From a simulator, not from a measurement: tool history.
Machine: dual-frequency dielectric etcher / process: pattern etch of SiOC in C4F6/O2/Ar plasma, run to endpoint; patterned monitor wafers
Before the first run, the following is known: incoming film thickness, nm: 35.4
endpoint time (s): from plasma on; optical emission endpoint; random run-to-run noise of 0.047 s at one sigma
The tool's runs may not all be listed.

| run | hour | bias power (kW) | source power (kW) | endpoint time (s) |
|---|---|---|---|---|
| 1 | 0 | 0.56 | 0.4 | 10.528 |
| 2 | 2.3 | 0.514 | 0.39 | 10.898 |
| 3 | 6.3 | 0.44 | 0.39 | 11.258 |
| 4 | 8.8 | 0.418 | 0.37 | 11.616 |
| 5 | 10.3 | 0.401 | 0.36 | 12.033 |
| 6 | 15.9 | 0.401 | 0.42 | 11.024 |
| 7 | 20.8 | 0.387 | 0.4 | 11.47 |
| 8 | 23.9 | 0.376 | 0.39 | 11.649 |

What does the tool deliver on the next run?
|  | 32.6 | wet clean of the chamber |
| 9 | 32.6 | 0.367 | 0.38 | ? |

Run 9 measured endpoint time (s) 12.411.

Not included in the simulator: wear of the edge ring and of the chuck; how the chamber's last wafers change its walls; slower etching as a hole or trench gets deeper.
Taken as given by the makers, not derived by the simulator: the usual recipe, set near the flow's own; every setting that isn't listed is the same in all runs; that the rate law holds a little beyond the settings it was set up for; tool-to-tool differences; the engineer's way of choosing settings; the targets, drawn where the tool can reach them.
